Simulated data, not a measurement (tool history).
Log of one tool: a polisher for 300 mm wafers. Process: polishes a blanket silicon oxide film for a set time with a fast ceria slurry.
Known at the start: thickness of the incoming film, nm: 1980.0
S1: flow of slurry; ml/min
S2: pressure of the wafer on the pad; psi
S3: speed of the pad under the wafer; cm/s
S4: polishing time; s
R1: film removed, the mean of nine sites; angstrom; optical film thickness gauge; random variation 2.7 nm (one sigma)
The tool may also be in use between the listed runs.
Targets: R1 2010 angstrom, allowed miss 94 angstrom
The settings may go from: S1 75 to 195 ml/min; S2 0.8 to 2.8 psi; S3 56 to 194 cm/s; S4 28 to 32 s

run,hour,S1,S2,S3,S4,R1
1,0,125,1.8,124,32,3156.2
2,5.2,125,1.8,124,32,3185.7
3,8.7,125,1.8,138,32,3478
4,10.1,125,1.8,122,32,3136.7
5,14.3,125,1.8,154,32,3855.4
# hour 15.8: slurry nozzle cleaned
6,15.8,120,1.5,150,32,3540.4
7,19.1,120,1.3,130,31,2732
8,21.3,120,1.1,124,31,2384.5

5 next moves are on the table. One of them brings every result within its allowed miss. Which?
A,23.5,120,1.2,106,29,?
B,23.5,130,1.2,118,32,?
C,23.5,100,1.2,136,30,?
D,23.5,130,1.2,160,32,?
E,23.5,140,1.5,130,32,?

move,R1
A,2002.1
B,2470.6
C,2482.1
D,3257.2
E,3132.3
A: meets every target
B: further off than the last run
C: further off than the last run
D: further off than the last run
E: further off than the last run
The right move is A.
